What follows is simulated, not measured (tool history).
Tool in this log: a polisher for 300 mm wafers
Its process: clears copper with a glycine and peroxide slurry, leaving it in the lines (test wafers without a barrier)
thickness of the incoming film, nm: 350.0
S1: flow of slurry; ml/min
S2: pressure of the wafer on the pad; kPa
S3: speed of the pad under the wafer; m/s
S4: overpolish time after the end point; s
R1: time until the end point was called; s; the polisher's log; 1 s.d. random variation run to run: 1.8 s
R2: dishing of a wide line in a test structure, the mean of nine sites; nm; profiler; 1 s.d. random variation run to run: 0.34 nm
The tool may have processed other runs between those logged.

run,day,S1,S2,S3,S4,R1,R2
1,0.000,145,17.2,0.86,20,100.69,46.181
2,0.196,145,15.2,0.86,20,107.10,42.598
3,0.346,130,15.2,0.86,20,111.97,43.372
4,0.421,150,13.8,0.88,17,113.43,35.644
5,0.733,165,12.4,0.92,15,114.03,31.935
6,0.875,180,11.7,0.94,13,118.80,26.842

Run 7, settings as shown, results not yet in. Your forecast:
7,1.058,220,7.6,1.18,6,?,?

{"run 7": {"R1": 125.83, "R2": 12.406}}

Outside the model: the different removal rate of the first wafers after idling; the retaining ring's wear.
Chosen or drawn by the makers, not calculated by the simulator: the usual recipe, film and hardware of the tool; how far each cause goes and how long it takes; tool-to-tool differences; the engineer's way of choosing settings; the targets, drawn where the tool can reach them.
